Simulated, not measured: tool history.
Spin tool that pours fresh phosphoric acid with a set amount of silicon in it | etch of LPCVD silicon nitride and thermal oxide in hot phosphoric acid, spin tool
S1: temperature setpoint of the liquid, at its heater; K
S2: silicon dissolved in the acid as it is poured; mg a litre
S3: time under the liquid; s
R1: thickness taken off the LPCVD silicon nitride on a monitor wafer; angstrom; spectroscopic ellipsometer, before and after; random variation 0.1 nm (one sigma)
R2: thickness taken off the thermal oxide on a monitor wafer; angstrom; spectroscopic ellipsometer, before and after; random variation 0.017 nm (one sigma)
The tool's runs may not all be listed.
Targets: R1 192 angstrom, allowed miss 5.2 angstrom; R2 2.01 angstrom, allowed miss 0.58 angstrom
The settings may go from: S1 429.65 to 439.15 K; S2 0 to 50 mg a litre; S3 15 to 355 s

| run | hour | S1 | S2 | S3 | R1 | R2 |
|---|---|---|---|---|---|---|
| 1 | 0 | 434.15 | 26.5 | 180 | 166.69 | 2.9228 |
| 2 | 5.9 | 434.65 | 30.5 | 180 | 168.99 | 2.3845 |
| 3 | 8.9 | 434.65 | 30.5 | 140 | 131.86 | 1.7767 |
| 4 | 16.6 | 434.65 | 45.5 | 140 | 132.41 | 0.57813 |
| 5 | 20.7 | 435.15 | 43.5 | 150 | 144.52 | 0.81964 |
| 6 | 25.9 | 435.15 | 50 | 150 | 142.82 | 0.76197 |
| 7 | 29.5 | 435.65 | 49.5 | 155 | 151.69 | 0.95637 |
| 8 | 32.1 | 436.15 | 49.5 | 160 | 159.63 | 0.89503 |
| 9 | 35.7 | 436.65 | 48 | 165 | 167.27 | 1.0112 |
| 10 | 38.9 | 437.15 | 46 | 165 | 169.76 | 1.1281 |
| 11 | 39.7 | 437.65 | 44.5 | 165 | 171.85 | 1.1026 |
| 12 | 44.3 | 437.65 | 42 | 170 | 177.16 | 1.4545 |
| 13 | 50.6 | 438.15 | 41 | 170 | 180.28 | 1.6205 |
| 14 | 56.3 | 438.15 | 40.5 | 170 | 180.01 | 1.6672 |
| 15 | 60 | 438.15 | 40 | 170 | 179.99 | 1.585 |
| 16 | 62.7 | 438.15 | 39.5 | 170 | 180.68 | 1.6111 |
| 17 | 63.7 | 438.15 | 39 | 170 | 179.28 | 1.5411 |
| 18 | 67.7 | 439.15 | 33.5 | 180 | 196.6 | 2.6485 |

Which of these 4 next moves meets every target?
| A | 71.7 | 439.15 | 37.5 | 175 | ? | ? |
| B | 71.7 | 438.65 | 27.5 | 180 | ? | ? |
| C | 71.7 | 439.15 | 21 | 175 | ? | ? |
| D | 71.7 | 439.15 | 24.5 | 190 | ? | ? |

| move | R1 | R2 |
|---|---|---|
| A | 192.94 | 2.0158 |
| B | 195.23 | 3.1427 |
| C | 192.94 | 3.9164 |
| D | 209.48 | 3.8144 |
A: meets every target
B: further off than the last run
C: further off than the last run
D: further off than the last run
Move A is the one to make.
